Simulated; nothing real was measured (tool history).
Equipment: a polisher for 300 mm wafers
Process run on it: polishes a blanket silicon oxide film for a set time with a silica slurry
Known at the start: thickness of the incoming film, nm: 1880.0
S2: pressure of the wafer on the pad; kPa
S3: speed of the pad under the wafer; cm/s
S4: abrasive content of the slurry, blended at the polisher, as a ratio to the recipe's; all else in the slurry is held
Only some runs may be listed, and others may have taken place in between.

{"run": 1, "hour": 0.0, "flow of slurry (ml/min)": 235, "S2": 38.6, "S3": 126, "S4": 1, "polishing time (s)": 21, "film removed (Å)": 571.83}
{"run": 2, "hour": 4.0, "flow of slurry (ml/min)": 240, "S2": 45.5, "S3": 138, "S4": 1, "polishing time (s)": 21, "film removed (Å)": 686.28}
{"run": 3, "hour": 7.0, "flow of slurry (ml/min)": 240, "S2": 45.5, "S3": 138, "S4": 0.8, "polishing time (s)": 21, "film removed (Å)": 603.75}
{"run": 4, "hour": 15.2, "flow of slurry (ml/min)": 240, "S2": 45.5, "S3": 138, "S4": 0.95, "polishing time (s)": 21, "film removed (Å)": 655.26}
{"run": 5, "hour": 22.2, "flow of slurry (ml/min)": 240, "S2": 45.5, "S3": 138, "S4": 0.8, "polishing time (s)": 21, "film removed (Å)": 596.1}
{"run": 6, "hour": 22.9, "flow of slurry (ml/min)": 245, "S2": 50.3, "S3": 156, "S4": 0.9, "polishing time (s)": 21, "film removed (Å)": 785.01}
{"run": 7, "hour": 24.4, "flow of slurry (ml/min)": 250, "S2": 53.8, "S3": 168, "S4": 0.95, "polishing time (s)": 21, "film removed (Å)": 932.47}
{"run": 8, "hour": 31.6, "flow of slurry (ml/min)": 250, "S2": 55.8, "S3": 176, "S4": 1, "polishing time (s)": 21, "film removed (Å)": 1023.8}
{"run": 9, "hour": 35.1, "flow of slurry (ml/min)": 255, "S2": 57.2, "S3": 182, "S4": 1.05, "polishing time (s)": 21, "film removed (Å)": 1106.8}
{"run": 10, "hour": 43.2, "flow of slurry (ml/min)": 255, "S2": 58.6, "S3": 186, "S4": 1.1, "polishing time (s)": 21, "film removed (Å)": 1155.8}
{"run": 11, "hour": 44.6, "flow of slurry (ml/min)": 255, "S2": 58.6, "S3": 186, "S4": 1.1, "polishing time (s)": 21, "film removed (Å)": 1175.5}

The next listed run, before its measurement:
{"hour": 50.5, "done": "conditioning disc replaced and pad reconditioned"}
{"run": 12, "hour": 50.5, "flow of slurry (ml/min)": 260, "S2": 59.3, "S3": 190, "S4": 1.15, "polishing time (s)": 21, "film removed (Å)": "?"}

Run 12 came out at film removed (Å) 2036.2.
